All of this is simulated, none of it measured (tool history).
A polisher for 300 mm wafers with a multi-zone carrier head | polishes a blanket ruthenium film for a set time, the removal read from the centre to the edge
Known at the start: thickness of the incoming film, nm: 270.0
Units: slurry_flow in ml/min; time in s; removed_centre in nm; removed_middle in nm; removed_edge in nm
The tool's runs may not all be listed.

| run | hour | slurry_flow | centre_zone | middle_zone | edge_zone | time | removed_centre | removed_middle | removed_edge |
|---|---|---|---|---|---|---|---|---|---|
| 1 | 0.0 | 270 | 1.00 | 1.00 | 1.00 | 36 | 45.580 | 46.001 | 44.756 |
| 2 | 7.7 | 270 | 1.00 | 1.04 | 1.00 | 36 | 45.828 | 47.157 | 45.198 |
| 3 | 15.8 | 270 | 1.04 | 1.04 | 1.00 | 36 | 46.968 | 47.488 | 44.592 |
| 4 | 16.4 | 270 | 1.04 | 1.04 | 0.92 | 36 | 48.187 | 47.109 | 43.134 |
| 5 | 22.4 | 270 | 1.04 | 0.98 | 0.92 | 36 | 47.934 | 44.909 | 42.932 |
| 6 | 29.6 | 270 | 1.04 | 1.04 | 0.92 | 36 | 46.950 | 46.105 | 43.774 |
| 7 | 34.4 | 250 | 1.00 | 0.97 | 0.99 | 39 | 49.322 | 47.834 | 48.798 |
| 8 | 39.1 | 250 | 1.00 | 0.97 | 0.99 | 39 | 49.077 | 47.798 | 48.976 |

Run 9 comes next. What will it give?
| 9 | 42.7 | 255 | 1.01 | 0.97 | 1.03 | 40 | ? | ? | ? |

removed_centre: 50.619 nm
removed_middle: 48.030 nm
removed_edge: 50.331 nm

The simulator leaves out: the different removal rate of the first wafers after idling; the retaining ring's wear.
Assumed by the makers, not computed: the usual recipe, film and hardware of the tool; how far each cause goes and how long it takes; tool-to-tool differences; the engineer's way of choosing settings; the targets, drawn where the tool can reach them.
